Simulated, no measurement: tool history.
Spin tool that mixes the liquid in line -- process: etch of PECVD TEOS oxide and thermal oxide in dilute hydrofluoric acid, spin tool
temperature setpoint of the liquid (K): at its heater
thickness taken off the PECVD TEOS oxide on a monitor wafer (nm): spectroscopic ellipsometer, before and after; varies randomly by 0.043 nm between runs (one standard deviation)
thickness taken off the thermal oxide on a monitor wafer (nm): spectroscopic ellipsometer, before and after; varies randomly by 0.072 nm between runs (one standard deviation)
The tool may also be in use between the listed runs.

run	hour	temperature setpoint of the liquid (K)	parts of water to one part of 49 % hydrofluoric acid (parts by volume)	time under the liquid (s)	thickness taken off the PECVD TEOS oxide on a monitor wafer (nm)	thickness taken off the thermal oxide on a monitor wafer (nm)
1	0	296.15	45	45	8.9509	5.0972
2	6.7	299.15	45	45	10.158	5.7956
3	8.9	299.15	45	55	12.442	6.9737
4	14.2	299.15	60	55	9.0853	5.1979
5	20.2	300.65	60	55	9.6826	5.4457
6	20.9	301.65	55	55	11.044	6.2936
7	26.6	302.15	55	55	11.238	6.5015

What will run 8 give?
8	34.5	302.65	50	55	?	?

{"run 8": {"thickness taken off the PECVD TEOS oxide on a monitor wafer (nm)": 12.748, "thickness taken off the thermal oxide on a monitor wafer (nm)": 7.2293}}
